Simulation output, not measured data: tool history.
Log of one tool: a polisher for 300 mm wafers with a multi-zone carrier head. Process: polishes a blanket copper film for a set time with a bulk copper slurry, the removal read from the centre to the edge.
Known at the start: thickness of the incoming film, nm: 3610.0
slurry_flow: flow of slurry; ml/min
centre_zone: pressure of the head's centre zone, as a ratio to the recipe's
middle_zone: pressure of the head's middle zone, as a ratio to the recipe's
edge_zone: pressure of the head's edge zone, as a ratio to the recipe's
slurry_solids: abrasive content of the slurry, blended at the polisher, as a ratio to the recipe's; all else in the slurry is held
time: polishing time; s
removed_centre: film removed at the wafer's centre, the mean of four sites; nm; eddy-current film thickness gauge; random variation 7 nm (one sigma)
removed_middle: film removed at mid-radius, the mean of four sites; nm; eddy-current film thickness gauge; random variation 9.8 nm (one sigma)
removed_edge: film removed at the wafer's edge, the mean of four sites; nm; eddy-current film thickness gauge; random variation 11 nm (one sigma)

run 1 day=0.000 | slurry_flow=145 centre_zone=1.00 middle_zone=1.00 edge_zone=1.00 slurry_solids=1.00 time=75 | removed_centre=873.37 removed_middle=871.33 removed_edge=882.16
run 2 day=0.142 | slurry_flow=145 centre_zone=0.93 middle_zone=1.00 edge_zone=1.00 slurry_solids=1.00 time=75 | removed_centre=807.79 removed_middle=872.65 removed_edge=892.61
run 3 day=0.338 | slurry_flow=145 centre_zone=0.93 middle_zone=1.00 edge_zone=1.00 slurry_solids=1.00 time=84 | removed_centre=913.41 removed_middle=974.90 removed_edge=1004.80
run 4 day=0.529 | slurry_flow=140 centre_zone=0.95 middle_zone=0.96 edge_zone=0.97 slurry_solids=0.85 time=82 | removed_centre=867.28 removed_middle=878.50 removed_edge=922.24
run 5 day=0.592 | slurry_flow=115 centre_zone=0.95 middle_zone=0.96 edge_zone=0.97 slurry_solids=0.85 time=82 | removed_centre=791.03 removed_middle=836.07 removed_edge=847.58
run 6 day=0.917 | slurry_flow=150 centre_zone=0.95 middle_zone=0.96 edge_zone=0.97 slurry_solids=0.85 time=82 | removed_centre=877.04 removed_middle=905.97 removed_edge=943.01
run 7 day=1.088 | slurry_flow=135 centre_zone=0.97 middle_zone=0.92 edge_zone=0.96 slurry_solids=0.80 time=81 | removed_centre=846.96 removed_middle=821.65 removed_edge=878.55
-- day=1.312 slurry nozzle cleaned
run 8 day=1.312 | slurry_flow=125 centre_zone=0.98 middle_zone=0.90 edge_zone=0.95 slurry_solids=0.75 time=81 | removed_centre=871.19 removed_middle=839.56 removed_edge=884.23

The next listed run, before its measurement:
run 9 day=1.617 | slurry_flow=125 centre_zone=0.98 middle_zone=0.90 edge_zone=0.95 slurry_solids=0.75 time=81 | removed_centre=? removed_middle=? removed_edge=?

Run 9 gave removed_centre 889.83 nm, removed_middle 831.85 nm, removed_edge 876.52 nm.
